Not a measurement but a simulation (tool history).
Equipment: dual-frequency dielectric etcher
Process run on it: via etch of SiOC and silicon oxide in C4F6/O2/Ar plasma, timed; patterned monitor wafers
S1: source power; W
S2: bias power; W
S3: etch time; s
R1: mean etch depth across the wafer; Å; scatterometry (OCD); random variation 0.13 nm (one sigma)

{"run": 1, "hour": 0.0, "S1": 260, "S2": 211, "S3": 33, "R1": 327.88}
{"run": 2, "hour": 5.0, "S1": 260, "S2": 211, "S3": 33, "R1": 331.89}
{"run": 3, "hour": 10.7, "S1": 290, "S2": 211, "S3": 33, "R1": 348.85}
{"run": 4, "hour": 19.6, "S1": 270, "S2": 205, "S3": 33, "R1": 334.24}
{"run": 5, "hour": 20.9, "S1": 250, "S2": 205, "S3": 33, "R1": 322.59}
{"run": 6, "hour": 25.6, "S1": 250, "S2": 205, "S3": 33, "R1": 320.72}
{"run": 7, "hour": 29.5, "S1": 230, "S2": 202, "S3": 33, "R1": 306.63}
{"run": 8, "hour": 30.8, "S1": 220, "S2": 200, "S3": 33, "R1": 296.05}
{"run": 9, "hour": 39.0, "S1": 210, "S2": 199, "S3": 33, "R1": 290.59}

Forecast run 10:
{"run": 10, "hour": 40.0, "S1": 200, "S2": 198, "S3": 33, "R1": "?"}

{"run 10": {"R1": 282.07}}
